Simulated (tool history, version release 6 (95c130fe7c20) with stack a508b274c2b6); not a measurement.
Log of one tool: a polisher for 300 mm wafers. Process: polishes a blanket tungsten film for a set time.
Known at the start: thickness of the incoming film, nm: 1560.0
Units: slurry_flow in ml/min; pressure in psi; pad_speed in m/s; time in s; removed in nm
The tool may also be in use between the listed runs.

run,hour,slurry_flow,pressure,pad_speed,slurry_solids,time,removed
1,0,210,3.9,1.08,1,23,108.43
2,2.1,210,3.8,1.08,1,23,105.7
3,10.6,210,3.7,1.08,1,23,105.26
4,17.2,210,3.6,1.08,1,23,103.34
5,23.7,210,3.5,1.08,1,23,99.545
6,31.9,235,3.5,1.08,1,23,100.84
7,36.6,235,3.4,1.08,1,23,99.507

Run 8 comes next. What will it give?
8,44.6,235,3.3,1.08,1,23,?

{"run 8": {"removed": 95.3}}
